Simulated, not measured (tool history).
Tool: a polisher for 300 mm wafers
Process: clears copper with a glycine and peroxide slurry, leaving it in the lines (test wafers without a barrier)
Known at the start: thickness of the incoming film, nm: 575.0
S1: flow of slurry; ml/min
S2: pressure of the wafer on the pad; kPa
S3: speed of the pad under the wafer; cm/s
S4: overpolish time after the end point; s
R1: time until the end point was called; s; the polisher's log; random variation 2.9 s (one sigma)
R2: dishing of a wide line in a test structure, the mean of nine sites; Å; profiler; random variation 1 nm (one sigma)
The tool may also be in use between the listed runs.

Run 1, hour 0: S1 295 ml/min, S2 17.9 kPa, S3 90 cm/s, S4 16 s. Result: R1 117.75 s, R2 479.58 Å.
Run 2, hour 3.3: S1 295 ml/min, S2 15.9 kPa, S3 88 cm/s, S4 19 s. Result: R1 132.86 s, R2 510.52 Å.
Run 3, hour 9.6: S1 295 ml/min, S2 14.5 kPa, S3 86 cm/s, S4 21 s. Result: R1 142.08 s, R2 530.59 Å.
Run 4, hour 12.7: S1 295 ml/min, S2 13.1 kPa, S3 84 cm/s, S4 22 s. Result: R1 152.1 s, R2 507.73 Å.
Run 5, hour 18.2: S1 295 ml/min, S2 10.3 kPa, S3 84 cm/s, S4 22 s. Result: R1 176.88 s, R2 448.28 Å.
Run 6, hour 23.5: S1 295 ml/min, S2 10.3 kPa, S3 84 cm/s, S4 23 s. Result: R1 177.19 s, R2 455.02 Å.
Run 7, hour 26.7: S1 295 ml/min, S2 10.3 kPa, S3 84 cm/s, S4 23 s. Result: R1 174.97 s, R2 470.1 Å.

Forecast run 8:
Run 8, hour 30.7: S1 295 ml/min, S2 10.3 kPa, S3 84 cm/s, S4 24 s. Result: R1 ?, R2 ?.

Run 8 gave R1 176.98 s, R2 486.2 Å.
